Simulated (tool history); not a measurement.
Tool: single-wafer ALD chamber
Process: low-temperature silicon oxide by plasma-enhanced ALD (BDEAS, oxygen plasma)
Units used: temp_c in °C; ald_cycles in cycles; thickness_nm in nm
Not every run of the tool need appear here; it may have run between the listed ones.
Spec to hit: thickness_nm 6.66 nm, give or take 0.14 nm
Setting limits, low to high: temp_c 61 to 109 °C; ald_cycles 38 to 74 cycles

run	hour	temp_c	ald_cycles	thickness_nm
1	0	85	56	8.0296
2	5	94	56	7.7409
3	8.9	94	59	8.1881
4	10.4	97	56	7.7206
5	15.3	97	51	7.0199
6	18.9	89	51	7.3309
7	23.9	93	50	7.0483
8	28.3	96	50	6.944
9	33.5	98	50	6.9202
10	38.4	103	48	6.5136

Below are 4 possible settings for the next run. Only one of them brings all results inside the allowed miss of their targets. Which is it?
A	43.3	106	47	?
B	43.3	101	52	?
C	43.3	104	49	?
D	43.3	102	46	?

move	thickness_nm
A	6.3766
B	7.1176
C	6.6716
D	6.2853
A: its largest miss is bigger than the last run's
B: moves the result that the last run missed by most past its target, out the other side
C: meets every target
D: its largest miss is bigger than the last run's
Answer: C

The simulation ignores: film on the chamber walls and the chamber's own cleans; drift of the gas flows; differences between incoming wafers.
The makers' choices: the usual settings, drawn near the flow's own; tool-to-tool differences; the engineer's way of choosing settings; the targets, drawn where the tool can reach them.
